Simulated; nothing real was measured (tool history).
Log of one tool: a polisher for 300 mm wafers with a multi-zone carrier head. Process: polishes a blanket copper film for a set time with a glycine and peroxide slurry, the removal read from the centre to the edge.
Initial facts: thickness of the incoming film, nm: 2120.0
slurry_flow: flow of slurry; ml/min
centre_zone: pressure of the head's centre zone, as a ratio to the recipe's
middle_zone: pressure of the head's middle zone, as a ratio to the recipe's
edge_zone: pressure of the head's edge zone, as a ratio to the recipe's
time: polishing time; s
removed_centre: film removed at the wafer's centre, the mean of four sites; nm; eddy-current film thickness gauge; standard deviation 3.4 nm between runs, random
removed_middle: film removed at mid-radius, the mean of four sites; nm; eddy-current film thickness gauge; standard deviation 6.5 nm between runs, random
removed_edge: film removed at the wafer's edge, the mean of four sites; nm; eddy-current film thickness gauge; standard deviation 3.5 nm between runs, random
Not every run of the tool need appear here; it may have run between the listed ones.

| run | day | slurry_flow | centre_zone | middle_zone | edge_zone | time | removed_centre | removed_middle | removed_edge |
|---|---|---|---|---|---|---|---|---|---|
| 1 | 0 | 240 | 1 | 1 | 1 | 75 | 490.04 | 481.44 | 482.74 |
| 2 | 0.092 | 255 | 0.99 | 1.03 | 1.05 | 76 | 487.69 | 502.17 | 497.12 |
| 3 | 0.438 | 265 | 0.98 | 1.04 | 1.08 | 77 | 498.59 | 512.66 | 514.46 |
| 4 | 0.629 | 275 | 0.96 | 1.06 | 1.1 | 78 | 503.01 | 523.33 | 536.5 |
| 5 | 0.862 | 275 | 1.03 | 1.06 | 1.1 | 78 | 526.27 | 529.19 | 525.75 |
| 6 | 1.104 | 215 | 1.03 | 1.06 | 1.1 | 78 | 520.13 | 505.33 | 516.75 |
| 7 | 1.383 | 230 | 1 | 1.08 | 1.12 | 78 | 503.36 | 528.82 | 527.61 |
| 8 | 1.521 | 235 | 0.99 | 1.09 | 1.14 | 78 | 496.91 | 528.61 | 532.3 |
| 9 | 1.579 | 245 | 0.98 | 1.1 | 1.15 | 78 | 509.28 | 545.63 | 539.99 |

What does the tool deliver on the next run?
| 10 | 1.883 | 245 | 0.96 | 1.1 | 1.16 | 78 | ? | ? | ? |

{"run 10": {"removed_centre": 494.52, "removed_middle": 541.67, "removed_edge": 540.14}}

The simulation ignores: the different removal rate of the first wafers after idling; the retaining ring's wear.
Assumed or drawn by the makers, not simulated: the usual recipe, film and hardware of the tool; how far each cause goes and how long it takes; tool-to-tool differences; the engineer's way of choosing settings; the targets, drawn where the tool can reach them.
